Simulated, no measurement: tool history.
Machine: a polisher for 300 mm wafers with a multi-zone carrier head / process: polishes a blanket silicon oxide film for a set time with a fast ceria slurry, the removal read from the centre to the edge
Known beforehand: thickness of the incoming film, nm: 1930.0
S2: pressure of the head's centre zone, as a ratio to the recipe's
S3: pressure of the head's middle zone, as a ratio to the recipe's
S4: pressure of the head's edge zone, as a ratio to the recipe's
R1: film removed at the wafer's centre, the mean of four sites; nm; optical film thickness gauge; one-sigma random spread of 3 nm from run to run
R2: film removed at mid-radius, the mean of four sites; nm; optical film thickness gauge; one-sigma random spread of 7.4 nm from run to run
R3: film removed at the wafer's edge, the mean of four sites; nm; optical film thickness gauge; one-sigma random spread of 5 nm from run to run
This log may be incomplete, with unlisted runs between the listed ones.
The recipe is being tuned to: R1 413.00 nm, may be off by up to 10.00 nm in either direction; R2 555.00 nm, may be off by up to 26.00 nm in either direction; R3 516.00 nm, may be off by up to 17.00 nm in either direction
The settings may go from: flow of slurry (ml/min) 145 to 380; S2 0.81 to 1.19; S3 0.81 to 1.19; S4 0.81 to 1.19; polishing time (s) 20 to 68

{"run": 1, "hour": 0.0, "flow of slurry (ml/min)": 245, "S2": 1.0, "S3": 1.0, "S4": 1.0, "polishing time (s)": 44, "R1": 378.68, "R2": 393.4, "R3": 384.59}
{"run": 2, "hour": 3.5, "flow of slurry (ml/min)": 245, "S2": 1.0, "S3": 1.0, "S4": 0.94, "polishing time (s)": 44, "R1": 380.34, "R2": 390.1, "R3": 371.83}
{"run": 3, "hour": 6.3, "flow of slurry (ml/min)": 245, "S2": 1.0, "S3": 0.93, "S4": 0.94, "polishing time (s)": 44, "R1": 378.74, "R2": 369.39, "R3": 368.71}
{"run": 4, "hour": 13.4, "flow of slurry (ml/min)": 250, "S2": 0.98, "S3": 0.98, "S4": 0.98, "polishing time (s)": 46, "R1": 392.82, "R2": 398.53, "R3": 394.32}
{"run": 5, "hour": 21.5, "flow of slurry (ml/min)": 230, "S2": 0.95, "S3": 1.02, "S4": 1.01, "polishing time (s)": 48, "R1": 390.32, "R2": 426.57, "R3": 412.88}
{"run": 6, "hour": 22.8, "flow of slurry (ml/min)": 230, "S2": 0.87, "S3": 1.02, "S4": 1.01, "polishing time (s)": 48, "R1": 360.69, "R2": 433.56, "R3": 423.4}
{"run": 7, "hour": 24.2, "flow of slurry (ml/min)": 245, "S2": 0.87, "S3": 1.05, "S4": 1.04, "polishing time (s)": 49, "R1": 374.05, "R2": 458.05, "R3": 430.63}
{"run": 8, "hour": 31.8, "flow of slurry (ml/min)": 245, "S2": 0.86, "S3": 1.06, "S4": 1.06, "polishing time (s)": 50, "R1": 382.16, "R2": 461.12, "R3": 455.92}
{"run": 9, "hour": 36.7, "flow of slurry (ml/min)": 255, "S2": 0.85, "S3": 1.09, "S4": 1.07, "polishing time (s)": 51, "R1": 379.41, "R2": 486.89, "R3": 465.97}
{"run": 10, "hour": 40.1, "flow of slurry (ml/min)": 260, "S2": 0.86, "S3": 1.11, "S4": 1.08, "polishing time (s)": 52, "R1": 396.45, "R2": 502.72, "R3": 480.13}
{"run": 11, "hour": 45.9, "flow of slurry (ml/min)": 270, "S2": 0.86, "S3": 1.13, "S4": 1.09, "polishing time (s)": 52, "R1": 399.51, "R2": 506.14, "R3": 485.11}

Exactly one of the 4 candidate moves below puts every result within its allowed miss. Which one?
{"run": "A", "hour": 51.7, "flow of slurry (ml/min)": 210, "S2": 0.82, "S3": 1.1, "S4": 1.04, "polishing time (s)": 59, "R1": "?", "R2": "?", "R3": "?"}
{"run": "B", "hour": 51.7, "flow of slurry (ml/min)": 235, "S2": 0.83, "S3": 1.18, "S4": 1.05, "polishing time (s)": 61, "R1": "?", "R2": "?", "R3": "?"}
{"run": "C", "hour": 51.7, "flow of slurry (ml/min)": 250, "S2": 0.81, "S3": 1.18, "S4": 1.02, "polishing time (s)": 54, "R1": "?", "R2": "?", "R3": "?"}
{"run": "D", "hour": 51.7, "flow of slurry (ml/min)": 320, "S2": 0.93, "S3": 1.19, "S4": 1.02, "polishing time (s)": 52, "R1": "?", "R2": "?", "R3": "?"}

move=A R1=419.32 R2=555.75 R3=510.46
move=B R1=446.38 R2=620.29 R3=536.16
move=C R1=390.30 R2=553.62 R3=470.79
move=D R1=437.41 R2=551.46 R3=462.77
A: every result within its allowed miss
B: moves the result that the last run missed by most past its target, out the other side
C: brings the last run's worst result on target, with another outside its allowed miss
D: brings the last run's worst result on target, with another outside its allowed miss
The right move is A.

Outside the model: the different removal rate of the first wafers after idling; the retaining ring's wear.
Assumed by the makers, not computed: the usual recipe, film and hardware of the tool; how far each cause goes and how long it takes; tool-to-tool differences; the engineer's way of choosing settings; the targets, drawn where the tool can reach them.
